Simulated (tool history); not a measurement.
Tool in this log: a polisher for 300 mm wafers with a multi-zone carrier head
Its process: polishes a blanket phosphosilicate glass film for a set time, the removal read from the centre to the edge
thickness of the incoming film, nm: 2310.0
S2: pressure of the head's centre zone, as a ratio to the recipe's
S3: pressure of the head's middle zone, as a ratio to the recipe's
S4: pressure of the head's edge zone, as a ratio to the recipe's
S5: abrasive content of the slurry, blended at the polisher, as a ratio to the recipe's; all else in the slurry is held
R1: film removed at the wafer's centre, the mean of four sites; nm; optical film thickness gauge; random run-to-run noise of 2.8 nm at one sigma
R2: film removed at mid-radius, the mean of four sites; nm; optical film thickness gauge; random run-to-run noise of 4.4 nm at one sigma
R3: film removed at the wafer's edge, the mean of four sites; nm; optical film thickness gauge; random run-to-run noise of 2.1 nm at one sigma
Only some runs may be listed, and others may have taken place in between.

Run 1, hour 0.0: flow of slurry (ml/min) 180, S2 1.00, S3 1.00, S4 1.00, S5 1.00, polishing time (s) 61. Result: R1 446.08 nm, R2 467.03 nm, R3 458.32 nm.
Run 2, hour 4.8: flow of slurry (ml/min) 180, S2 0.96, S3 1.00, S4 1.00, S5 1.00, polishing time (s) 61. Result: R1 429.77 nm, R2 465.74 nm, R3 459.10 nm.
Run 3, hour 12.1: flow of slurry (ml/min) 180, S2 0.96, S3 1.00, S4 1.00, S5 1.00, polishing time (s) 52. Result: R1 374.31 nm, R2 386.74 nm, R3 392.64 nm.
Run 4, hour 19.9: flow of slurry (ml/min) 170, S2 0.92, S3 1.01, S4 0.96, S5 0.90, polishing time (s) 52. Result: R1 336.07 nm, R2 365.73 nm, R3 361.19 nm.
Run 5, hour 25.0: flow of slurry (ml/min) 160, S2 0.89, S3 1.01, S4 0.92, S5 0.85, polishing time (s) 52. Result: R1 301.53 nm, R2 355.67 nm, R3 340.44 nm.
Run 6, hour 31.9: flow of slurry (ml/min) 155, S2 0.90, S3 1.00, S4 0.89, S5 0.85, polishing time (s) 52. Result: R1 309.78 nm, R2 345.44 nm, R3 333.91 nm.

Run 7 is up next; what results do you expect?
Run 7, hour 40.6: flow of slurry (ml/min) 145, S2 0.89, S3 1.00, S4 0.87, S5 0.85, polishing time (s) 52. Result: R1 ?, R2 ?, R3 ?.

R1: 294.55 nm
R2: 335.43 nm
R3: 324.43 nm
